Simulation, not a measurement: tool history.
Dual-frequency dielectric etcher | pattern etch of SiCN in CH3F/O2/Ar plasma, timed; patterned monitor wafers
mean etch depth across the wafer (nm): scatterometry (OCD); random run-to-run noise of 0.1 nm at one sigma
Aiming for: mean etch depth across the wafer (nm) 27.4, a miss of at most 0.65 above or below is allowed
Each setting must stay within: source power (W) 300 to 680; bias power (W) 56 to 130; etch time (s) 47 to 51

run,hour,source power (W),bias power (W),etch time (s),mean etch depth across the wafer (nm)
1,0,490,93,51,24.931
2,3.4,490,93,47,23.138
3,11.6,490,93,47,23.081
4,18.7,490,78,47,21.674
5,20.5,490,87,47,22.564
6,21.2,540,87,47,23.389
7,24.7,560,90,47,23.905
8,33.3,570,93,47,24.311
9,38.3,580,96,47,24.8
10,42.8,590,98,47,24.999
11,44.9,600,100,47,25.389
12,51,610,102,47,25.801
13,52.9,620,103,47,25.98
14,57.7,630,104,47,26.201
# hour 61.9: wet clean of the chamber
15,61.9,640,105,47,25.072
16,69.5,650,107,47.5,25.722
17,73.8,650,108,48,25.851

Consider the 4 candidate settings below. Which is the only one whose results all fall within their allowed miss of target?
A,78.1,580,106,50,?
B,78.1,670,110,47,?
C,78.1,670,104,51,?
D,78.1,680,130,50,?

move,mean etch depth across the wafer (nm)
A,25.886
B,25.942
C,27.624
D,29.393
A: neither nearer nor further off than the last run
B: nearer the targets than the last run, but a result is still out of spec
C: meets every target
D: carries the result that was furthest off beyond its target, to the other side
C is the move that brings every result within its allowed miss.

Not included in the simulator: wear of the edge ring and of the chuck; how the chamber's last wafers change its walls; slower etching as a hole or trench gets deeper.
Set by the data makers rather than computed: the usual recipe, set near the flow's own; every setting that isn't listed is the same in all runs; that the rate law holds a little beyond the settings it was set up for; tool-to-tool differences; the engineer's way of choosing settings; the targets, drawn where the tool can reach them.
